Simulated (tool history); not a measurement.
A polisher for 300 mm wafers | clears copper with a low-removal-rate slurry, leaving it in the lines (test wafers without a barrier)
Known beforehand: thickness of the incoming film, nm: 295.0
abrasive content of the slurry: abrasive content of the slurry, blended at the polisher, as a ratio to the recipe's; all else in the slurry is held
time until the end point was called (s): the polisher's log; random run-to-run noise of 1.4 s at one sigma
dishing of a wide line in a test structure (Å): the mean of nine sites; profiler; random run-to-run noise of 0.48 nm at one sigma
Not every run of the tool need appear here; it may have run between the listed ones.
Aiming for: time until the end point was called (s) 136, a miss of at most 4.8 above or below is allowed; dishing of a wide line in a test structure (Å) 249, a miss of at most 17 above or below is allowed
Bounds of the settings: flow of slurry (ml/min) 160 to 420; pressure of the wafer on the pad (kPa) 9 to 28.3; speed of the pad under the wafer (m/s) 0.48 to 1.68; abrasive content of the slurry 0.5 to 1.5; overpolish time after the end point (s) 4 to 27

run,hour,flow of slurry (ml/min),pressure of the wafer on the pad (kPa),speed of the pad under the wafer (m/s),abrasive content of the slurry,overpolish time after the end point (s),time until the end point was called (s),dishing of a wide line in a test structure (Å)
1,0,270,18.6,1.08,1,14,86.768,274.64
2,7.3,270,16.5,1.08,1,15,96.8,262.4
3,11.9,270,16.5,1.28,1,15,83.923,294.92
4,14.2,270,20.7,1.28,1,15,67.146,345.69
5,20.3,270,20.7,1.28,0.85,15,69.815,329.02
6,27.6,270,17.9,1.26,0.85,16,79.226,318.4
7,36.6,270,15.9,1.22,0.85,17,93.192,286.01
8,37.3,270,13.8,1.22,0.85,18,107.45,269.41
9,40.2,270,13.1,1.22,0.85,19,113.01,278.05
10,49.1,270,12.4,1.22,0.85,19,119.36,271.12
11,57.9,270,11.7,1.22,0.85,19,126.38,254.56

Exercise: of the 4 proposed moves below, exactly one satisfies all targets within the stated allowed misses. Which move is it?
A,66.7,275,12.4,1.18,1,18,?,?
B,66.7,225,11.7,1.24,0.7,20,?,?
C,66.7,290,9.7,1.58,0.85,17,?,?
D,66.7,260,15.9,1,0.85,17,?,?

move,time until the end point was called (s),dishing of a wide line in a test structure (Å)
A,119.11,252.23
B,135.41,247.36
C,118.38,238.94
D,116.25,251.03
A: misses by more than the last run did
B: every result within its allowed miss
C: misses by more than the last run did
D: misses by more than the last run did
B meets every target.
